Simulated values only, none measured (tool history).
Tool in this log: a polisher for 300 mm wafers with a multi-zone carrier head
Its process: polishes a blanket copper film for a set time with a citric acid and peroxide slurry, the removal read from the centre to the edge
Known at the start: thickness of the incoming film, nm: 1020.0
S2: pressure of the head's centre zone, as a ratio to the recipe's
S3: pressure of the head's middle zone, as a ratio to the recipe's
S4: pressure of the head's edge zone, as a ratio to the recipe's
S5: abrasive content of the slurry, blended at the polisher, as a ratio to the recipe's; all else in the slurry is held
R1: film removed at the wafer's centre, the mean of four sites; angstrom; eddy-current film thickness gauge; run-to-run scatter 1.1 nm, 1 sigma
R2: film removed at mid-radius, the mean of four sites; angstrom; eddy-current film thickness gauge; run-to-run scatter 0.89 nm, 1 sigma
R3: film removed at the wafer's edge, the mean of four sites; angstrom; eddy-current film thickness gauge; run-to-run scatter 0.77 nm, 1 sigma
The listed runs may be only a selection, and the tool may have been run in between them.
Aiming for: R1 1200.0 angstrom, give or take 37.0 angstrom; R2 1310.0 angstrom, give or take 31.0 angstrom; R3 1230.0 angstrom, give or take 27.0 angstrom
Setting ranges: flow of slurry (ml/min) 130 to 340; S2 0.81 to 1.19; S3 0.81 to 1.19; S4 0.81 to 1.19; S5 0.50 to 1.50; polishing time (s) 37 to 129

Run 1, hour 0.0: flow of slurry (ml/min) 220, S2 1.00, S3 1.00, S4 1.00, S5 1.00, polishing time (s) 83. Result: R1 1575.3 angstrom, R2 1683.3 angstrom, R3 1639.0 angstrom.
Run 2, hour 5.6: flow of slurry (ml/min) 220, S2 0.99, S3 0.99, S4 0.98, S5 0.95, polishing time (s) 82. Result: R1 1536.9 angstrom, R2 1633.3 angstrom, R3 1595.9 angstrom.
Run 3, hour 10.5: flow of slurry (ml/min) 215, S2 0.98, S3 0.99, S4 0.97, S5 0.90, polishing time (s) 81. Result: R1 1495.4 angstrom, R2 1568.3 angstrom, R3 1532.5 angstrom.
Run 4, hour 17.6: flow of slurry (ml/min) 215, S2 0.98, S3 1.04, S4 0.97, S5 0.90, polishing time (s) 81. Result: R1 1483.4 angstrom, R2 1660.2 angstrom, R3 1524.8 angstrom.
Run 5, hour 24.5: flow of slurry (ml/min) 215, S2 0.92, S3 1.04, S4 0.97, S5 0.90, polishing time (s) 81. Result: R1 1416.2 angstrom, R2 1660.6 angstrom, R3 1520.0 angstrom.
Run 6, hour 31.4: flow of slurry (ml/min) 215, S2 0.92, S3 0.96, S4 0.97, S5 0.90, polishing time (s) 81. Result: R1 1418.6 angstrom, R2 1550.6 angstrom, R3 1517.1 angstrom.
Run 7, hour 33.5: flow of slurry (ml/min) 210, S2 0.91, S3 0.95, S4 0.95, S5 0.85, polishing time (s) 81. Result: R1 1370.1 angstrom, R2 1513.5 angstrom, R3 1484.6 angstrom.
Run 8, hour 41.5: flow of slurry (ml/min) 210, S2 0.91, S3 0.95, S4 0.94, S5 0.80, polishing time (s) 81. Result: R1 1367.7 angstrom, R2 1496.6 angstrom, R3 1468.1 angstrom.
Run 9, hour 42.5: flow of slurry (ml/min) 205, S2 0.91, S3 0.95, S4 0.93, S5 0.75, polishing time (s) 81. Result: R1 1328.5 angstrom, R2 1475.6 angstrom, R3 1431.2 angstrom.
Run 10, hour 46.3: flow of slurry (ml/min) 200, S2 0.91, S3 0.95, S4 0.92, S5 0.70, polishing time (s) 81. Result: R1 1323.7 angstrom, R2 1431.5 angstrom, R3 1404.7 angstrom.
Run 11, hour 52.9: flow of slurry (ml/min) 175, S2 0.87, S3 0.99, S4 0.82, S5 0.50, polishing time (s) 79. Result: R1 1093.9 angstrom, R2 1323.5 angstrom, R3 1183.0 angstrom.
Run 12, hour 59.9: flow of slurry (ml/min) 175, S2 0.87, S3 0.99, S4 0.82, S5 0.50, polishing time (s) 79. Result: R1 1111.7 angstrom, R2 1316.2 angstrom, R3 1200.0 angstrom.
Run 13, hour 63.2: flow of slurry (ml/min) 180, S2 0.87, S3 0.99, S4 0.82, S5 0.50, polishing time (s) 79. Result: R1 1120.8 angstrom, R2 1319.9 angstrom, R3 1203.3 angstrom.
Run 14, hour 69.4: flow of slurry (ml/min) 185, S2 0.87, S3 0.99, S4 0.82, S5 0.50, polishing time (s) 79. Result: R1 1137.8 angstrom, R2 1337.2 angstrom, R3 1211.1 angstrom.
Run 15, hour 71.6: flow of slurry (ml/min) 190, S2 0.89, S3 0.97, S4 0.82, S5 0.50, polishing time (s) 79. Result: R1 1137.0 angstrom, R2 1320.8 angstrom, R3 1195.5 angstrom.
At hour 77.5: centre zone pressure recalibrated.
Run 16, hour 77.5: flow of slurry (ml/min) 195, S2 0.91, S3 0.95, S4 0.85, S5 0.50, polishing time (s) 79. Result: R1 1238.0 angstrom, R2 1313.0 angstrom, R3 1230.0 angstrom.

Exactly one of the 5 candidate moves below puts every result within its allowed miss. Which one?
Run A, hour 83.4: flow of slurry (ml/min) 215, S2 0.93, S3 0.96, S4 0.84, S5 0.55, polishing time (s) 78. Result: R1 ?, R2 ?, R3 ?.
Run B, hour 83.4: flow of slurry (ml/min) 210, S2 0.83, S3 0.95, S4 0.81, S5 0.60, polishing time (s) 72. Result: R1 ?, R2 ?, R3 ?.
Run C, hour 83.4: flow of slurry (ml/min) 205, S2 0.85, S3 0.93, S4 0.92, S5 0.55, polishing time (s) 79. Result: R1 ?, R2 ?, R3 ?.
Run D, hour 83.4: flow of slurry (ml/min) 190, S2 0.96, S3 1.04, S4 0.99, S5 0.80, polishing time (s) 67. Result: R1 ?, R2 ?, R3 ?.
Run E, hour 83.4: flow of slurry (ml/min) 200, S2 0.91, S3 0.93, S4 0.81, S5 0.50, polishing time (s) 80. Result: R1 ?, R2 ?, R3 ?.

move      R1      R2      R3
   A  1291.2  1332.9  1238.8
   B  1106.6  1237.9  1144.2
   C  1209.3  1305.3  1297.4
   D  1204.1  1298.8  1216.5
   E  1260.7  1291.1  1217.9
A: its largest miss is bigger than the last run's
B: the result that was furthest off in the last run now lies on the other side of its target
C: gets the furthest-off result to its target, but another result is out of tolerance
D: hits every target within its allowed miss
E: its largest miss is bigger than the last run's
Answer: D

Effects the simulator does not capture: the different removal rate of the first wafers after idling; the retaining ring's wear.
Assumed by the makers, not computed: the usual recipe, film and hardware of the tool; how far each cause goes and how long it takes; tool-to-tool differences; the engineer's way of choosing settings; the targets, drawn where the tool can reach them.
